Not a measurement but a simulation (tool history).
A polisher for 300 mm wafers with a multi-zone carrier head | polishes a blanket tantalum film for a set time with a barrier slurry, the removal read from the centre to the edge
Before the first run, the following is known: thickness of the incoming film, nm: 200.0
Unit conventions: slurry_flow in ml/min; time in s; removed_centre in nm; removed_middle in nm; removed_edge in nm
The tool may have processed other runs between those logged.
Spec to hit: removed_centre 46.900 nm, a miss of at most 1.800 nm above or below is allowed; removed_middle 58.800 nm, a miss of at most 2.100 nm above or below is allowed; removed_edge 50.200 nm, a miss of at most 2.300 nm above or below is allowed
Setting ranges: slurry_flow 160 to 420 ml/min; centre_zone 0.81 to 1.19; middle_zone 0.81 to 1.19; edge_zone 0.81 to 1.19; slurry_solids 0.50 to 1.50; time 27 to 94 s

| run | hour | slurry_flow | centre_zone | middle_zone | edge_zone | slurry_solids | time | removed_centre | removed_middle | removed_edge |
|---|---|---|---|---|---|---|---|---|---|---|
| 1 | 0.0 | 270 | 1.00 | 1.00 | 1.00 | 1.00 | 60 | 69.671 | 71.736 | 69.001 |
| 2 | 2.1 | 270 | 1.06 | 1.00 | 1.00 | 1.00 | 60 | 73.705 | 70.845 | 70.351 |
| 3 | 10.1 | 270 | 1.06 | 1.00 | 1.00 | 0.90 | 60 | 72.738 | 68.509 | 68.199 |
| 4 | 12.9 | 270 | 1.01 | 1.00 | 1.00 | 0.90 | 60 | 69.721 | 69.364 | 66.931 |
| 5 | 17.5 | 270 | 1.01 | 1.00 | 1.00 | 0.75 | 60 | 64.747 | 66.342 | 66.560 |
| 6 | 23.2 | 335 | 1.01 | 1.00 | 1.00 | 0.75 | 60 | 69.326 | 68.350 | 68.376 |
|  | 27.0 | slurry nozzle cleaned |
| 7 | 27.0 | 315 | 0.97 | 1.02 | 0.95 | 0.65 | 58 | 64.779 | 66.969 | 61.725 |
| 8 | 28.5 | 285 | 0.92 | 1.02 | 0.94 | 0.60 | 56 | 57.384 | 64.121 | 57.840 |
| 9 | 33.5 | 260 | 0.82 | 0.99 | 0.84 | 0.50 | 52 | 44.909 | 55.893 | 50.603 |
| 10 | 36.0 | 270 | 0.83 | 1.01 | 0.84 | 0.50 | 52 | 45.527 | 55.164 | 49.514 |

Pick the move, out of 5, that brings all results within their allowed miss; only one does.
| A | 38.5 | 260 | 0.87 | 0.87 | 0.87 | 0.55 | 56 | ? | ? | ? |
| B | 38.5 | 295 | 0.87 | 0.99 | 0.89 | 0.50 | 50 | ? | ? | ? |
| C | 38.5 | 325 | 0.95 | 0.91 | 0.82 | 0.50 | 52 | ? | ? | ? |
| D | 38.5 | 215 | 0.86 | 1.09 | 0.86 | 0.50 | 53 | ? | ? | ? |
| E | 38.5 | 285 | 0.83 | 0.89 | 0.90 | 0.60 | 55 | ? | ? | ? |

| move | removed_centre | removed_middle | removed_edge |
|---|---|---|---|
| A | 52.387 | 53.218 | 56.458 |
| B | 46.457 | 52.062 | 50.278 |
| C | 53.150 | 51.085 | 50.758 |
| D | 47.156 | 57.860 | 51.263 |
| E | 50.469 | 54.611 | 57.686 |
A: lands further from the targets than the last run did
B: lands further from the targets than the last run did
C: lands further from the targets than the last run did
D: in spec on every target
E: lands further from the targets than the last run did
D is the move that brings every result within its allowed miss.
